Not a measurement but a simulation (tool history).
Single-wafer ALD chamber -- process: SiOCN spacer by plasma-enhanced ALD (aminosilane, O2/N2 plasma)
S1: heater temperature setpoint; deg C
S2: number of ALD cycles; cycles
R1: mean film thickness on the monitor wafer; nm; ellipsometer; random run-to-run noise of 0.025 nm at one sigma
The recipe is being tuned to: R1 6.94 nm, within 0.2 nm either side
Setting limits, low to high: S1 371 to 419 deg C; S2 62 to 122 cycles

| run | hour | S1 | S2 | R1 |
|---|---|---|---|---|
| 1 | 0 | 395 | 92 | 5.9392 |
| 2 | 0.5 | 395 | 81 | 5.2473 |
| 3 | 5.8 | 395 | 86 | 5.5623 |
| 4 | 7.8 | 395 | 76 | 4.8895 |
| 5 | 9.8 | 395 | 81 | 5.2461 |
|  | 16.1 | thermocouple changed; heater temperature recalibrated |
| 6 | 16.1 | 391 | 81 | 5.2479 |
| 7 | 18.6 | 391 | 85 | 5.5295 |
| 8 | 26.4 | 391 | 88 | 5.6843 |

Pick the move, out of 4, that brings all results within their allowed miss; only one does.
| A | 34.2 | 392 | 98 | ? |
| B | 34.2 | 388 | 107 | ? |
| C | 34.2 | 393 | 122 | ? |
| D | 34.2 | 396 | 121 | ? |

| move | R1 |
|---|---|
| A | 6.3705 |
| B | 6.9556 |
| C | 7.9306 |
| D | 7.8656 |
A: nearer than the last run, and not there yet
B: meets every target
C: carries the result that was furthest off beyond its target, to the other side
D: carries the result that was furthest off beyond its target, to the other side
Go with B: it meets all targets.

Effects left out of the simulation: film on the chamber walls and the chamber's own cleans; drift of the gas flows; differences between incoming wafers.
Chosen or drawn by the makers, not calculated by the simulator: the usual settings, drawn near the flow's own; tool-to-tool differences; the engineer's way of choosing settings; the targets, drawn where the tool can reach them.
